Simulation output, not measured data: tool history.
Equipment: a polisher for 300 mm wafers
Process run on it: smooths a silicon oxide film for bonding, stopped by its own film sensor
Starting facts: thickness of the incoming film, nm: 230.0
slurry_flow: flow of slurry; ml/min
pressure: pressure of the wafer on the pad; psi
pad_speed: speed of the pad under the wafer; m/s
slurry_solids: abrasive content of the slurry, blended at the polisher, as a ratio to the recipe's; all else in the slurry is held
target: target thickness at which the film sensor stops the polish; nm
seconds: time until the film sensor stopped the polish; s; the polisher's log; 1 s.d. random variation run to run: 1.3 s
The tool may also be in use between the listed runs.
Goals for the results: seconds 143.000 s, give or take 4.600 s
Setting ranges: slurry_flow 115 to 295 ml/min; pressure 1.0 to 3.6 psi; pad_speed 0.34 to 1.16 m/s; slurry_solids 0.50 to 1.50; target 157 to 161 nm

Run 1, day 0.000: slurry_flow 190 ml/min, pressure 2.3 psi, pad_speed 0.74 m/s, slurry_solids 1.00, target 161 nm. Result: seconds 99.400 s.
Run 2, day 0.371: slurry_flow 190 ml/min, pressure 2.5 psi, pad_speed 0.74 m/s, slurry_solids 1.00, target 161 nm. Result: seconds 91.706 s.
Run 3, day 0.517: slurry_flow 185 ml/min, pressure 2.2 psi, pad_speed 0.74 m/s, slurry_solids 1.00, target 161 nm. Result: seconds 101.840 s.
Run 4, day 0.858: slurry_flow 185 ml/min, pressure 2.2 psi, pad_speed 0.86 m/s, slurry_solids 1.00, target 161 nm. Result: seconds 89.204 s.
Run 5, day 1.004: slurry_flow 185 ml/min, pressure 1.9 psi, pad_speed 0.86 m/s, slurry_solids 1.00, target 161 nm. Result: seconds 102.230 s.
Run 6, day 1.046: slurry_flow 185 ml/min, pressure 1.9 psi, pad_speed 1.00 m/s, slurry_solids 1.00, target 161 nm. Result: seconds 92.150 s.
Run 7, day 1.188: slurry_flow 185 ml/min, pressure 1.7 psi, pad_speed 0.98 m/s, slurry_solids 1.00, target 161 nm. Result: seconds 101.240 s.
Run 8, day 1.492: slurry_flow 185 ml/min, pressure 1.5 psi, pad_speed 0.96 m/s, slurry_solids 1.00, target 161 nm. Result: seconds 112.480 s.
Run 9, day 1.662: slurry_flow 185 ml/min, pressure 1.4 psi, pad_speed 0.96 m/s, slurry_solids 1.00, target 161 nm. Result: seconds 121.700 s.
Run 10, day 1.775: slurry_flow 185 ml/min, pressure 1.3 psi, pad_speed 0.96 m/s, slurry_solids 1.00, target 161 nm. Result: seconds 126.430 s.
Run 11, day 2.062: slurry_flow 185 ml/min, pressure 1.2 psi, pad_speed 0.96 m/s, slurry_solids 1.00, target 161 nm. Result: seconds 136.460 s.

Consider the 4 candidate settings below. Which is the only one whose results all fall within their allowed miss of target?
Run A, day 2.350: slurry_flow 205 ml/min, pressure 1.3 psi, pad_speed 0.94 m/s, slurry_solids 1.05, target 159 nm. Result: seconds ?.
Run B, day 2.350: slurry_flow 260 ml/min, pressure 1.5 psi, pad_speed 0.76 m/s, slurry_solids 1.30, target 157 nm. Result: seconds ?.
Run C, day 2.350: slurry_flow 165 ml/min, pressure 1.2 psi, pad_speed 0.96 m/s, slurry_solids 1.00, target 159 nm. Result: seconds ?.
Run D, day 2.350: slurry_flow 245 ml/min, pressure 1.6 psi, pad_speed 0.78 m/s, slurry_solids 1.15, target 157 nm. Result: seconds ?.

move  seconds
   A  130.790
   B  130.120
   C  142.230
   D  126.360
A: lands further from the targets than the last run did
B: lands further from the targets than the last run did
C: in spec on every target
D: lands further from the targets than the last run did
The move that meets every target is C.
